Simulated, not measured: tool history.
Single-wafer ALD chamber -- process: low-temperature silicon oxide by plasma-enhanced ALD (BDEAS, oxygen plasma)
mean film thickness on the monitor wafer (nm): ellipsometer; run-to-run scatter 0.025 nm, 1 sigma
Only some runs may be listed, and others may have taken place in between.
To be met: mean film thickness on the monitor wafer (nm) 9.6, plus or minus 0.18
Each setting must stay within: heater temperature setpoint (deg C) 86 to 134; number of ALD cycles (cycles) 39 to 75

run	day	heater temperature setpoint (deg C)	number of ALD cycles (cycles)	mean film thickness on the monitor wafer (nm)
1	0	110	57	8.3208
2	0.15	103	57	8.4008
3	0.212	103	53	7.8319
4	0.283	112	53	7.6767
5	0.433	112	45	6.5167
6	0.504	112	51	7.3821
7	0.75	111	53	7.6771
8	0.929	110	55	8.0506
9	0.967	110	57	8.3003

Exercise: of the 4 proposed moves below, exactly one satisfies all targets within the stated allowed misses. Which move is it?
A	1.004	106	65	?
B	1.004	105	45	?
C	1.004	109	55	?
D	1.004	112	48	?

move	mean film thickness on the monitor wafer (nm)
A	9.5488
B	6.6244
C	8.0293
D	6.9635
A: every result within its allowed miss
B: misses by more than the last run did
C: misses by more than the last run did
D: misses by more than the last run did
Go with A: it meets all targets.
